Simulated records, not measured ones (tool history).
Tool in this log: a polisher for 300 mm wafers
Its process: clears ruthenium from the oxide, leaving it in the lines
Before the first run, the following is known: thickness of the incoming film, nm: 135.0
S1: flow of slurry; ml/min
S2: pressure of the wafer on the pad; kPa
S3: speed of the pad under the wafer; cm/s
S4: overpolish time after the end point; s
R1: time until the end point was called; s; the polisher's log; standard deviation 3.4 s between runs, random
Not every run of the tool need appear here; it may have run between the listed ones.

run 1 hour=0 | S1=200 S2=15.9 S3=98 S4=30 | R1=115.64
run 2 hour=8.9 | S1=200 S2=17.9 S3=98 S4=30 | R1=107.5
run 3 hour=15.9 | S1=200 S2=15.2 S3=98 S4=30 | R1=121.57
run 4 hour=20.9 | S1=240 S2=15.2 S3=98 S4=30 | R1=117.85
run 5 hour=26.4 | S1=240 S2=14.5 S3=94 S4=30 | R1=128.11
run 6 hour=31.4 | S1=215 S2=14.5 S3=94 S4=30 | R1=130.63
run 7 hour=39.6 | S1=215 S2=13.8 S3=92 S4=30 | R1=135.74
run 8 hour=44.7 | S1=215 S2=13.1 S3=90 S4=30 | R1=138.77
run 9 hour=49.4 | S1=215 S2=12.4 S3=86 S4=30 | R1=152.9
run 10 hour=50.7 | S1=215 S2=11.7 S3=84 S4=30 | R1=157.58

Run 11 is up next; what results do you expect?
run 11 hour=51.2 | S1=215 S2=11 S3=82 S4=30 | R1=?

{"run 11": {"R1": 169.69}}
